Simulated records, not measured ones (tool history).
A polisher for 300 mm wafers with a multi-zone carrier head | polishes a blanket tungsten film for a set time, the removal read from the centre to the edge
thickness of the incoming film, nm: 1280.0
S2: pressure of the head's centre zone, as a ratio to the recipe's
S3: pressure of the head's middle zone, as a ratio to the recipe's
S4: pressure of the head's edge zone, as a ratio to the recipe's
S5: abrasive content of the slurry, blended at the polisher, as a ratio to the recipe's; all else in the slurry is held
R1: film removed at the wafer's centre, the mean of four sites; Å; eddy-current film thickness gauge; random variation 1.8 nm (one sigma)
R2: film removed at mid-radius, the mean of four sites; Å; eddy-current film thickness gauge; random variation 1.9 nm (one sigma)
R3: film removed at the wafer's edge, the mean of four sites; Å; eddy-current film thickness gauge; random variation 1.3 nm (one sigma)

Run 1, day 0: flow of slurry (ml/min) 320, S2 1, S3 1, S4 1, S5 1, polishing time (s) 52. Result: R1 2374.9 Å, R2 2293 Å, R3 2291.2 Å.
Run 2, day 0.133: flow of slurry (ml/min) 290, S2 1, S3 1, S4 1, S5 1, polishing time (s) 52. Result: R1 2321.1 Å, R2 2317.3 Å, R3 2287.4 Å.
Run 3, day 0.167: flow of slurry (ml/min) 310, S2 1.02, S3 0.99, S4 0.97, S5 0.85, polishing time (s) 47. Result: R1 2153 Å, R2 2015.1 Å, R3 1983 Å.
Run 4, day 0.217: flow of slurry (ml/min) 310, S2 1.02, S3 0.99, S4 0.97, S5 1, polishing time (s) 47. Result: R1 2186.3 Å, R2 2063.6 Å, R3 2057.2 Å.
Run 5, day 0.521: flow of slurry (ml/min) 310, S2 1.02, S3 0.99, S4 0.97, S5 1.15, polishing time (s) 47. Result: R1 2202 Å, R2 2131.8 Å, R3 2082.7 Å.
Run 6, day 0.667: flow of slurry (ml/min) 310, S2 1.02, S3 0.99, S4 0.89, S5 1.15, polishing time (s) 47. Result: R1 2239.4 Å, R2 2147.6 Å, R3 2031 Å.
Run 7, day 0.871: flow of slurry (ml/min) 315, S2 1.03, S3 0.98, S4 0.88, S5 1.05, polishing time (s) 43. Result: R1 2027.7 Å, R2 1879.3 Å, R3 1812.8 Å.
Run 8, day 1.021: flow of slurry (ml/min) 315, S2 1.03, S3 0.98, S4 0.87, S5 0.95, polishing time (s) 41. Result: R1 1916.7 Å, R2 1750.1 Å, R3 1677.9 Å.
Run 9, day 1.217: flow of slurry (ml/min) 315, S2 1.03, S3 0.97, S4 0.86, S5 0.85, polishing time (s) 40. Result: R1 1806.9 Å, R2 1686.5 Å, R3 1586.7 Å.
Run 10, day 1.383: flow of slurry (ml/min) 315, S2 1.03, S3 0.95, S4 0.85, S5 0.75, polishing time (s) 40. Result: R1 1771.1 Å, R2 1631.4 Å, R3 1577.3 Å.

Forecast run 11:
Run 11, day 1.7: flow of slurry (ml/min) 315, S2 1.04, S3 0.94, S4 0.84, S5 0.7, polishing time (s) 39. Result: R1 ?, R2 ?, R3 ?.

Run 11 gave R1 1696.6 Å, R2 1581.3 Å, R3 1541.3 Å.
